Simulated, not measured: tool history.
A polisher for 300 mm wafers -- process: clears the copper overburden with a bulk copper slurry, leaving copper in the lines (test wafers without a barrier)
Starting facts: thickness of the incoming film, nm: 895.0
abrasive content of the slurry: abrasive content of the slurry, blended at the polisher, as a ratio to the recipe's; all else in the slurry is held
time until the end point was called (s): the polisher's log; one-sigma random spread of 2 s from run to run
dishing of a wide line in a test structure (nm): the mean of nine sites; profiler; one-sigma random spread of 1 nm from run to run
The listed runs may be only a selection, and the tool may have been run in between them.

run  hour  flow of slurry (ml/min)  pressure of the wafer on the pad (psi)  speed of the pad under the wafer (cm/s)  abrasive content of the slurry  overpolish time after the end point (s)  time until the end point was called (s)  dishing of a wide line in a test structure (nm)
  1     0                      280                                     1.9                                      104                               1                                       22                                   158.37                                           61.943
  2   5.9                      280                                     1.8                                      104                               1                                       23                                   165.22                                           56.744
  3   9.9                      280                                     1.7                                      102                               1                                       27                                   179.18                                           61.853
  4  12.7                      280                                     1.6                                      102                               1                                       27                                   191.15                                           57.963
  5  15.6                      280                                     1.9                                      102                               1                                       27                                   159.77                                           65.414
  6  16.3                      280                                     1.9                                      102                               1                                       20                                   158.99                                           57.718

Estimate the outcome of run 7 from the log above:
  7  18.4                      280                                     1.8                                      102                               1                                       22                                        ?                                                ?

Run 7 came out at time until the end point was called (s) 168.7, dishing of a wide line in a test structure (nm) 57.268.
